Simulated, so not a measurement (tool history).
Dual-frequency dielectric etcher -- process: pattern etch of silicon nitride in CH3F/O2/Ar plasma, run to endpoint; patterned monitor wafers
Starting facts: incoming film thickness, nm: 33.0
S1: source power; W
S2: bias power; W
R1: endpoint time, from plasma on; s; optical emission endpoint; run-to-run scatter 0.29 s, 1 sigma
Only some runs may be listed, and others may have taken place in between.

run 1 hour=0 | S1=380 S2=59 | R1=49.941
run 2 hour=3.7 | S1=410 S2=60 | R1=48.784
run 3 hour=12.5 | S1=410 S2=51 | R1=50.626
run 4 hour=20.3 | S1=450 S2=51 | R1=49.15
run 5 hour=27.4 | S1=390 S2=51 | R1=51.987
run 6 hour=28 | S1=390 S2=59 | R1=49.897
run 7 hour=29.4 | S1=420 S2=60 | R1=48.14
run 8 hour=34.7 | S1=440 S2=61 | R1=46.351

Run 9 has not been measured yet. What should we expect?
run 9 hour=38.1 | S1=450 S2=61 | R1=?

{"run 9": {"R1": 46.88}}
